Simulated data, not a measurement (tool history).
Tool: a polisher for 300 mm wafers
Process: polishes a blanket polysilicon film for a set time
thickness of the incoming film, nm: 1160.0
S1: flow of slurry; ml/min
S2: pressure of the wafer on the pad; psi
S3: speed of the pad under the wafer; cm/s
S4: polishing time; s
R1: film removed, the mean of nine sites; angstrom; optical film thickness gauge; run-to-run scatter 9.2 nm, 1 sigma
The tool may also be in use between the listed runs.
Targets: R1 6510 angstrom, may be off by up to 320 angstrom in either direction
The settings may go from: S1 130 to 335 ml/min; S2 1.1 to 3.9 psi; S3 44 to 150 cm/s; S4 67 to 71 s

{"run": 1, "day": 0.0, "S1": 215, "S2": 2.5, "S3": 96, "S4": 67, "R1": 3906.4}
{"run": 2, "day": 0.229, "S1": 215, "S2": 2.7, "S3": 96, "S4": 67, "R1": 4201.2}
{"run": 3, "day": 0.338, "S1": 215, "S2": 2.8, "S3": 96, "S4": 67, "R1": 4462.7}
{"run": 4, "day": 0.65, "S1": 215, "S2": 2.8, "S3": 96, "S4": 71, "R1": 4639.5}
{"run": 5, "day": 0.992, "S1": 215, "S2": 2.9, "S3": 96, "S4": 71, "R1": 4793.7}
{"run": 6, "day": 1.175, "S1": 215, "S2": 3.2, "S3": 96, "S4": 71, "R1": 5246.7}
{"run": 7, "day": 1.542, "S1": 215, "S2": 3.3, "S3": 96, "S4": 71, "R1": 5340}
{"run": 8, "day": 1.588, "S1": 215, "S2": 3.4, "S3": 96, "S4": 71, "R1": 5702}
{"run": 9, "day": 1.617, "S1": 215, "S2": 3.7, "S3": 96, "S4": 71, "R1": 5994.2}

Exercise: of the 5 proposed moves below, exactly one satisfies all targets within the stated allowed misses. Which move is it?
{"run": "A", "day": 1.646, "S1": 250, "S2": 3.5, "S3": 100, "S4": 69, "R1": "?"}
{"run": "B", "day": 1.646, "S1": 210, "S2": 3.8, "S3": 88, "S4": 68, "R1": "?"}
{"run": "C", "day": 1.646, "S1": 230, "S2": 3.4, "S3": 110, "S4": 71, "R1": "?"}
{"run": "D", "day": 1.646, "S1": 210, "S2": 3.8, "S3": 114, "S4": 71, "R1": "?"}
{"run": "E", "day": 1.646, "S1": 190, "S2": 2.9, "S3": 146, "S4": 71, "R1": "?"}

move=A R1=6021.8
move=B R1=5554.9
move=C R1=6543.6
move=D R1=7457.7
move=E R1=7202.1
A: gains on the last run, yet a result remains outside its allowed miss
B: misses by more than the last run did
C: all results land within tolerance of their targets
D: takes the result that was furthest off past its target
E: takes the result that was furthest off past its target
Move C is the one to make.
